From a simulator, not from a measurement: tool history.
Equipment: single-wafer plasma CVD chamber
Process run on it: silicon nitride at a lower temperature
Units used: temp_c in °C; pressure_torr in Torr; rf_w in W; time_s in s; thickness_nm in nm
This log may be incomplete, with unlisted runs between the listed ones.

| run | hour | temp_c | pressure_torr | rf_w | time_s | thickness_nm |
|---|---|---|---|---|---|---|
| 1 | 0 | 335 | 1.62 | 370 | 28.5 | 35.291 |
| 2 | 3.4 | 335 | 1.67 | 370 | 28.5 | 35.972 |
| 3 | 8.3 | 335 | 1.67 | 370 | 27.1 | 34.235 |
| 4 | 16 | 341 | 1.67 | 370 | 27.1 | 34.069 |
| 5 | 24.1 | 341 | 1.73 | 375 | 27.1 | 34.495 |
| 6 | 29 | 341 | 1.78 | 380 | 27.1 | 35.035 |
| 7 | 38 | 341 | 1.83 | 385 | 27.1 | 35.463 |

Predict the results of run 8:
| 8 | 39.5 | 341 | 1.87 | 390 | 27.1 | ? |

{"run 8": {"thickness_nm": 35.94}}

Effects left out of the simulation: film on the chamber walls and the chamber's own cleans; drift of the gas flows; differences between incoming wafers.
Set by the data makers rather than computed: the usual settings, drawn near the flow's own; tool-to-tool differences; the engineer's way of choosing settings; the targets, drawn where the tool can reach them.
